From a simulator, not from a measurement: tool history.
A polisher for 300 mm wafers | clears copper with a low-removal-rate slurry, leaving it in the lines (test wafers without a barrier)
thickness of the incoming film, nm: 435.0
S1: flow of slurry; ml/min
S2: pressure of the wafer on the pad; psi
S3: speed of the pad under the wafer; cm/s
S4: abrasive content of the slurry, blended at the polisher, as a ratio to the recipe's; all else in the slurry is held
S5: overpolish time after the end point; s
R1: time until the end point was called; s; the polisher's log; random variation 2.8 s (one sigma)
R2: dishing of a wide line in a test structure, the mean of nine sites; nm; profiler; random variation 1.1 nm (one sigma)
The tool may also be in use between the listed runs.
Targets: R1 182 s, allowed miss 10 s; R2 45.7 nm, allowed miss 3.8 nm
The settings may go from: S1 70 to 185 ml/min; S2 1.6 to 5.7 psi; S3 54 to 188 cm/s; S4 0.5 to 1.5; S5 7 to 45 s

{"run": 1, "hour": 0.0, "S1": 120, "S2": 3.6, "S3": 120, "S4": 1, "S5": 23, "R1": 120.24, "R2": 47.605}
{"run": 2, "hour": 6.8, "S1": 120, "S2": 4, "S3": 120, "S4": 1, "S5": 23, "R1": 112, "R2": 53.041}
{"run": 3, "hour": 15.1, "S1": 120, "S2": 4, "S3": 148, "S4": 1, "S5": 23, "R1": 90.909, "R2": 60.332}
{"run": 4, "hour": 23.1, "S1": 120, "S2": 4, "S3": 148, "S4": 1.2, "S5": 23, "R1": 85.922, "R2": 60.399}
{"run": 5, "hour": 26.9, "S1": 120, "S2": 3.5, "S3": 148, "S4": 1.2, "S5": 23, "R1": 100.45, "R2": 55.989}
{"hour": 30.6, "done": "worn pad replaced by a new one"}
{"run": 6, "hour": 30.6, "S1": 120, "S2": 3.1, "S3": 146, "S4": 1.2, "S5": 24, "R1": 99.845, "R2": 53.739}
{"run": 7, "hour": 37.9, "S1": 115, "S2": 2.8, "S3": 134, "S4": 1.2, "S5": 27, "R1": 119.29, "R2": 50.756}
{"run": 8, "hour": 39.2, "S1": 110, "S2": 2.5, "S3": 128, "S4": 1.2, "S5": 29, "R1": 142.42, "R2": 53.297}
{"run": 9, "hour": 40.4, "S1": 105, "S2": 2.3, "S3": 128, "S4": 1.2, "S5": 29, "R1": 152.45, "R2": 46.479}
{"run": 10, "hour": 43.6, "S1": 100, "S2": 2.3, "S3": 128, "S4": 1.2, "S5": 30, "R1": 155.46, "R2": 48.998}

Which of these 4 next moves meets every target?
{"run": "A", "hour": 46.8, "S1": 95, "S2": 2, "S3": 122, "S4": 1.15, "S5": 27, "R1": "?", "R2": "?"}
{"run": "B", "hour": 46.8, "S1": 115, "S2": 2.2, "S3": 150, "S4": 1.2, "S5": 27, "R1": "?", "R2": "?"}
{"run": "C", "hour": 46.8, "S1": 90, "S2": 2.4, "S3": 104, "S4": 1.25, "S5": 33, "R1": "?", "R2": "?"}
{"run": "D", "hour": 46.8, "S1": 85, "S2": 2.2, "S3": 102, "S4": 1.3, "S5": 27, "R1": "?", "R2": "?"}

move=A R1=186.72 R2=38.58
move=B R1=134.45 R2=49.394
move=C R1=180.92 R2=46.484
move=D R1=200.47 R2=36.748
A: brings the result that was furthest off to its target, and leaves another outside
B: further off than the last run
C: meets every target
D: takes the result that was furthest off past its target
Move C is the one to make.
